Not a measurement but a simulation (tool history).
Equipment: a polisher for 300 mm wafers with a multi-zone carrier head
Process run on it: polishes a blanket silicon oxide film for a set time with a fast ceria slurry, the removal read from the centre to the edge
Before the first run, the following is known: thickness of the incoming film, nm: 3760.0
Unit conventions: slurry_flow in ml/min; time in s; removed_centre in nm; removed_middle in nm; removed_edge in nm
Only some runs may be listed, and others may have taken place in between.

Run 1, hour 0: slurry_flow 200 ml/min, centre_zone 1, middle_zone 1, edge_zone 1, time 67 s. Result: removed_centre 906.7 nm, removed_middle 935.19 nm, removed_edge 955.67 nm.
Run 2, hour 5.2: slurry_flow 245 ml/min, centre_zone 1, middle_zone 1, edge_zone 1, time 67 s. Result: removed_centre 949.11 nm, removed_middle 957.28 nm, removed_edge 1007.2 nm.
Run 3, hour 7.6: slurry_flow 245 ml/min, centre_zone 1, middle_zone 1.08, edge_zone 1, time 67 s. Result: removed_centre 942.16 nm, removed_middle 1013.2 nm, removed_edge 994.47 nm.
Run 4, hour 11: slurry_flow 245 ml/min, centre_zone 1.06, middle_zone 1.08, edge_zone 1, time 67 s. Result: removed_centre 988.86 nm, removed_middle 1036 nm, removed_edge 996.88 nm.
Run 5, hour 12.8: slurry_flow 245 ml/min, centre_zone 1.12, middle_zone 1.08, edge_zone 1, time 67 s. Result: removed_centre 1044 nm, removed_middle 1014 nm, removed_edge 1000.4 nm.
Run 6, hour 17.2: slurry_flow 245 ml/min, centre_zone 1.12, middle_zone 1.08, edge_zone 0.91, time 67 s. Result: removed_centre 1048.2 nm, removed_middle 1054.1 nm, removed_edge 925.02 nm.
Run 7, hour 21.8: slurry_flow 235 ml/min, centre_zone 1.08, middle_zone 1.03, edge_zone 0.92, time 61 s. Result: removed_centre 908.95 nm, removed_middle 915.12 nm, removed_edge 885.13 nm.
Run 8, hour 25.9: slurry_flow 220 ml/min, centre_zone 1.07, middle_zone 1, edge_zone 0.91, time 56 s. Result: removed_centre 812.45 nm, removed_middle 788.73 nm, removed_edge 771.17 nm.
Run 9, hour 27.5: slurry_flow 210 ml/min, centre_zone 1.04, middle_zone 0.97, edge_zone 0.91, time 54 s. Result: removed_centre 748.4 nm, removed_middle 750.82 nm, removed_edge 761.34 nm.
Run 10, hour 32.4: slurry_flow 200 ml/min, centre_zone 1.03, middle_zone 0.94, edge_zone 0.91, time 52 s. Result: removed_centre 716.16 nm, removed_middle 696.59 nm, removed_edge 703.16 nm.
Run 11, hour 34.8: slurry_flow 190 ml/min, centre_zone 1.01, middle_zone 0.91, edge_zone 0.92, time 51 s. Result: removed_centre 680.91 nm, removed_middle 650.31 nm, removed_edge 708.72 nm.
Run 12, hour 40.7: slurry_flow 180 ml/min, centre_zone 1, middle_zone 0.89, edge_zone 0.91, time 50 s. Result: removed_centre 657.35 nm, removed_middle 607.14 nm, removed_edge 681.68 nm.
Run 13, hour 46.2: slurry_flow 170 ml/min, centre_zone 0.99, middle_zone 0.88, edge_zone 0.9, time 50 s. Result: removed_centre 646.89 nm, removed_middle 600.87 nm, removed_edge 678.24 nm.
Run 14, hour 52.2: slurry_flow 165 ml/min, centre_zone 0.98, middle_zone 0.88, edge_zone 0.89, time 50 s. Result: removed_centre 636.9 nm, removed_middle 590.49 nm, removed_edge 676.13 nm.

Estimate the outcome of run 15 from the log above:
Run 15, hour 57.3: slurry_flow 165 ml/min, centre_zone 0.97, middle_zone 0.88, edge_zone 0.88, time 49 s. Result: removed_centre ?, removed_middle ?, removed_edge ?.

{"run 15": {"removed_centre": 611.25, "removed_middle": 573.78, "removed_edge": 629.14}}
